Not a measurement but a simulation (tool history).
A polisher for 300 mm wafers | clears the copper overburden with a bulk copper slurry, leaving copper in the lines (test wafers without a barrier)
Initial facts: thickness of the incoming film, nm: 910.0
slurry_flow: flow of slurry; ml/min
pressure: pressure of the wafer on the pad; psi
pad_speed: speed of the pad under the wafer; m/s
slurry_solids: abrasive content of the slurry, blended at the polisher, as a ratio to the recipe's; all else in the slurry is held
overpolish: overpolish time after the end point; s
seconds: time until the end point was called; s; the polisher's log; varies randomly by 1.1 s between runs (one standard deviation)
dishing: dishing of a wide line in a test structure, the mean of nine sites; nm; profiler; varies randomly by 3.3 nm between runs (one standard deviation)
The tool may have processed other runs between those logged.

run 1 hour=0.0 | slurry_flow=280 pressure=2.7 pad_speed=1.00 slurry_solids=1.0 overpolish=23 | seconds=111.170 dishing=99.257
run 2 hour=4.1 | slurry_flow=280 pressure=2.7 pad_speed=1.00 slurry_solids=1.0 overpolish=32 | seconds=110.040 dishing=118.630
run 3 hour=7.6 | slurry_flow=280 pressure=2.7 pad_speed=1.18 slurry_solids=1.0 overpolish=32 | seconds=92.327 dishing=131.030
run 4 hour=9.5 | slurry_flow=280 pressure=2.9 pad_speed=1.18 slurry_solids=1.0 overpolish=32 | seconds=86.456 dishing=137.470
run 5 hour=14.5 | slurry_flow=340 pressure=2.9 pad_speed=1.18 slurry_solids=1.0 overpolish=32 | seconds=84.142 dishing=136.640
run 6 hour=19.8 | slurry_flow=340 pressure=2.7 pad_speed=1.18 slurry_solids=1.0 overpolish=32 | seconds=91.495 dishing=132.780

Run 7, settings as shown, results not yet in. Your forecast:
run 7 hour=22.8 | slurry_flow=340 pressure=2.8 pad_speed=1.18 slurry_solids=1.0 overpolish=33 | seconds=? dishing=?

{"run 7": {"seconds": 88.634, "dishing": 138.45}}
